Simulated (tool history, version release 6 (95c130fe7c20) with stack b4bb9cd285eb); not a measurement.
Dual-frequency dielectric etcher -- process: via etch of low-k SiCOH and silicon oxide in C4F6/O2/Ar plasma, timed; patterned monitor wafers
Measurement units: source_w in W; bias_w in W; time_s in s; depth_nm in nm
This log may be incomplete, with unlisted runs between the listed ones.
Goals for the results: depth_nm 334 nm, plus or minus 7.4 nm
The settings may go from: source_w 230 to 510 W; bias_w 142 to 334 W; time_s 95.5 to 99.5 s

run 1 hour=0 | source_w=370 bias_w=238 time_s=95.5 | depth_nm=295.83
run 2 hour=4.4 | source_w=390 bias_w=243 time_s=95.5 | depth_nm=303.24
run 3 hour=12.4 | source_w=410 bias_w=247 time_s=95.5 | depth_nm=312.33
run 4 hour=14 | source_w=370 bias_w=247 time_s=95.5 | depth_nm=300.38
run 5 hour=21.9 | source_w=370 bias_w=212 time_s=95.5 | depth_nm=283.91
run 6 hour=29.8 | source_w=400 bias_w=220 time_s=95.5 | depth_nm=296.95
-- hour=36.6 bias power generator calibrated
run 7 hour=36.6 | source_w=470 bias_w=238 time_s=96 | depth_nm=327.33
run 8 hour=41.7 | source_w=470 bias_w=239 time_s=96 | depth_nm=327.55

4 next moves are on the table. One of them brings every result within its allowed miss. Which?
run A hour=46.8 | source_w=440 bias_w=243 time_s=99.5 | depth_nm=?
run B hour=46.8 | source_w=470 bias_w=252 time_s=99.5 | depth_nm=?
run C hour=46.8 | source_w=460 bias_w=236 time_s=95.5 | depth_nm=?
run D hour=46.8 | source_w=470 bias_w=228 time_s=95.5 | depth_nm=?

move=A depth_nm=334.83
move=B depth_nm=347.59
move=C depth_nm=322.2
move=D depth_nm=319.87
A: every result within its allowed miss
B: moves the result that the last run missed by most past its target, out the other side
C: misses by more than the last run did
D: misses by more than the last run did
The right move is A.
